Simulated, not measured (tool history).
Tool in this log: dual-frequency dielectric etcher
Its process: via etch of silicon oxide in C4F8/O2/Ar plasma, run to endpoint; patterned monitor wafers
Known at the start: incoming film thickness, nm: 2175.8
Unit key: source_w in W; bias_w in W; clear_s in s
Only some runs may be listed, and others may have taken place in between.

Run 1, hour 0.0: source_w 1510 W, bias_w 1955 W. Result: clear_s 506.07 s.
Run 2, hour 6.5: source_w 1510 W, bias_w 1798 W. Result: clear_s 511.77 s.
Run 3, hour 15.1: source_w 1670 W, bias_w 1858 W. Result: clear_s 490.75 s.
Run 4, hour 22.4: source_w 1670 W, bias_w 2155 W. Result: clear_s 471.17 s.
At hour 23.5: bias power generator calibrated.
Run 5, hour 23.5: source_w 1670 W, bias_w 1967 W. Result: clear_s 471.41 s.
Run 6, hour 29.7: source_w 1710 W, bias_w 1978 W. Result: clear_s 468.19 s.

What does the tool deliver on the next run?
Run 7, hour 33.5: source_w 1750 W, bias_w 1989 W. Result: clear_s ?.

clear_s: 461.86 s

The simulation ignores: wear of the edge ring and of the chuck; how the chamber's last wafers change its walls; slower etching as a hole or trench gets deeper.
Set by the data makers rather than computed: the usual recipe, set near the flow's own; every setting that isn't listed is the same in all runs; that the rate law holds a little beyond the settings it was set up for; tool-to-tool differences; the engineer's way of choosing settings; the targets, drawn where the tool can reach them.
